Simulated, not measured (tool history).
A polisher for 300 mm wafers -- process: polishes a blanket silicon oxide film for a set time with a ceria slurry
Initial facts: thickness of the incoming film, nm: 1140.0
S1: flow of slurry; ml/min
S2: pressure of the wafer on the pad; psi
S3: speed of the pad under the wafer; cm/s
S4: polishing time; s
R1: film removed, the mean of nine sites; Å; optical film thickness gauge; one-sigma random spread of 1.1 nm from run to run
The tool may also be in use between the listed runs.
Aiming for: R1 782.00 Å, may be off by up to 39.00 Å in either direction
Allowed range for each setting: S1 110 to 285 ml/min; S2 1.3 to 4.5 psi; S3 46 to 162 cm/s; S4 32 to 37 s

run 1 hour=0.0 | S1=180 S2=2.9 S3=104 S4=37 | R1=1714.50
run 2 hour=2.9 | S1=180 S2=2.9 S3=104 S4=37 | R1=1680.10
run 3 hour=11.2 | S1=180 S2=2.5 S3=104 S4=37 | R1=1509.90
run 4 hour=14.6 | S1=180 S2=2.2 S3=96 S4=37 | R1=1221.30
run 5 hour=21.8 | S1=180 S2=2.0 S3=94 S4=37 | R1=1104.20
run 6 hour=28.6 | S1=180 S2=1.5 S3=94 S4=37 | R1=874.19
run 7 hour=30.3 | S1=180 S2=1.4 S3=94 S4=37 | R1=837.77
run 8 hour=36.6 | S1=180 S2=1.3 S3=90 S4=37 | R1=755.60

Which single option among these 4 for the next run brings every result within its allowed miss of target? Just one does.
run A hour=42.9 | S1=180 S2=1.3 S3=100 S4=32 | R1=?
run B hour=42.9 | S1=185 S2=1.3 S3=100 S4=32 | R1=?
run C hour=42.9 | S1=155 S2=1.6 S3=84 S4=32 | R1=?
run D hour=42.9 | S1=165 S2=1.4 S3=96 S4=35 | R1=?

move=A R1=709.35
move=B R1=711.46
move=C R1=700.67
move=D R1=785.10
A: misses by more than the last run did
B: misses by more than the last run did
C: misses by more than the last run did
D: hits every target within its allowed miss
Go with D: it meets all targets.
